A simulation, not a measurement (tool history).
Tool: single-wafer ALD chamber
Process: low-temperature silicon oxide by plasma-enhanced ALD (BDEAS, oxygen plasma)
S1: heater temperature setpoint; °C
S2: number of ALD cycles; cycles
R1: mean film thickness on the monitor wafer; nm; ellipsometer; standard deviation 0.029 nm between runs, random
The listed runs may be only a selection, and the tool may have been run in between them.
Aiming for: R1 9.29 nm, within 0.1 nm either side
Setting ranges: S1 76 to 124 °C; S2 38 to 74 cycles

| run | day | S1 | S2 | R1 |
|---|---|---|---|---|
| 1 | 0 | 100 | 56 | 8.2647 |
| 2 | 0.321 | 100 | 60 | 8.8565 |
| 3 | 0.479 | 91 | 60 | 9.1731 |
| 4 | 0.633 | 89 | 60 | 9.1841 |
| 5 | 0.667 | 96 | 60 | 8.9543 |
| 6 | 0.983 | 95 | 60 | 8.9977 |
| 7 | 1.208 | 94 | 60 | 9.0437 |
| 8 | 1.317 | 93 | 60 | 9.0491 |
| 9 | 1.438 | 92 | 60 | 9.0823 |
| 10 | 1.704 | 91 | 60 | 9.1298 |
| 11 | 1.975 | 90 | 60 | 9.0799 |
| 12 | 2.138 | 89 | 60 | 9.1596 |

Pick the move, out of 5, that brings all results within their allowed miss; only one does.
| A | 2.3 | 86 | 62 | ? |
| B | 2.3 | 90 | 62 | ? |
| C | 2.3 | 80 | 60 | ? |
| D | 2.3 | 97 | 62 | ? |
| E | 2.3 | 83 | 61 | ? |

| move | R1 |
|---|---|
| A | 9.5484 |
| B | 9.4323 |
| C | 9.4091 |
| D | 9.2289 |
| E | 9.4801 |
A: carries the result that was furthest off beyond its target, to the other side
B: carries the result that was furthest off beyond its target, to the other side
C: carries the result that was furthest off beyond its target, to the other side
D: every result within its allowed miss
E: carries the result that was furthest off beyond its target, to the other side
Correct choice: D, which meets every target
